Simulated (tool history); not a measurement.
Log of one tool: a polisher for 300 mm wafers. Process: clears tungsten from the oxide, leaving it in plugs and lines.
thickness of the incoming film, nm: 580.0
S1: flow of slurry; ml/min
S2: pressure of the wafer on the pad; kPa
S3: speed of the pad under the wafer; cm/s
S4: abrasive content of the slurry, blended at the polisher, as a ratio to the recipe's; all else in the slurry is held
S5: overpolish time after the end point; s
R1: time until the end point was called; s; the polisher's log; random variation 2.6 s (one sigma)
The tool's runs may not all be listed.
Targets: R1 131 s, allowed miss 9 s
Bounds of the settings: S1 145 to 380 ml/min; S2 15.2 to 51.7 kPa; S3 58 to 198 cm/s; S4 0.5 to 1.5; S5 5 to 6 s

| run | hour | S1 | S2 | S3 | S4 | S5 | R1 |
|---|---|---|---|---|---|---|---|
| 1 | 0 | 245 | 33.1 | 128 | 1 | 6 | 88.316 |
| 2 | 6.7 | 245 | 29.6 | 126 | 1 | 6 | 99.496 |
| 3 | 12.3 | 245 | 25.5 | 126 | 1 | 6 | 114.21 |
| 4 | 16.5 | 245 | 31 | 126 | 1 | 6 | 97.463 |
| 5 | 19.3 | 245 | 31 | 114 | 1 | 6 | 103.51 |
| 6 | 27 | 245 | 29 | 112 | 1 | 6 | 114.08 |
| 7 | 31.7 | 245 | 27.6 | 112 | 1 | 6 | 115.01 |
| 8 | 36.1 | 245 | 26.2 | 112 | 1 | 6 | 120.27 |

4 next moves are on the table. One of them brings every result within its allowed miss. Which?
| A | 40.5 | 270 | 31.7 | 122 | 0.95 | 5 | ? |
| B | 40.5 | 250 | 26.2 | 122 | 1.05 | 6 | ? |
| C | 40.5 | 245 | 26.2 | 98 | 1 | 5 | ? |
| D | 40.5 | 200 | 34.5 | 112 | 0.6 | 5 | ? |

| move | R1 |
|---|---|
| A | 94.791 |
| B | 112.38 |
| C | 130.2 |
| D | 105.75 |
A: further off than the last run
B: further off than the last run
C: meets every target
D: further off than the last run
Answer: C
